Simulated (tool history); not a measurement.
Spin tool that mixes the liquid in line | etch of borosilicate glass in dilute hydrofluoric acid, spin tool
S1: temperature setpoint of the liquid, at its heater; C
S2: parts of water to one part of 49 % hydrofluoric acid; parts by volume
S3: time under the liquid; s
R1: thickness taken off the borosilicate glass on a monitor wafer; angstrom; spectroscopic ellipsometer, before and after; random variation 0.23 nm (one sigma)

run  hour    S1   S2   S3      R1
  1   0.0  22.0  130  275  457.00
  2   2.5  22.0  130  295  487.63
  3   7.9  21.5  135  295  459.78
  4  12.9  21.5  110  295  586.37
  5  15.1  21.5  145  295  416.52
  6  19.0  21.5  125  295  497.96
  7  22.4  21.0  130  295  460.44
  8  27.9  20.5  130  295  457.47
  9  34.1  20.0  135  295  433.20
 10  34.7  19.5  140  295  407.46
 11  36.8  19.0  140  295  396.00

The next listed run, before its measurement:
 12  38.1  18.0  150  295   ?

R1: 353.77 angstrom

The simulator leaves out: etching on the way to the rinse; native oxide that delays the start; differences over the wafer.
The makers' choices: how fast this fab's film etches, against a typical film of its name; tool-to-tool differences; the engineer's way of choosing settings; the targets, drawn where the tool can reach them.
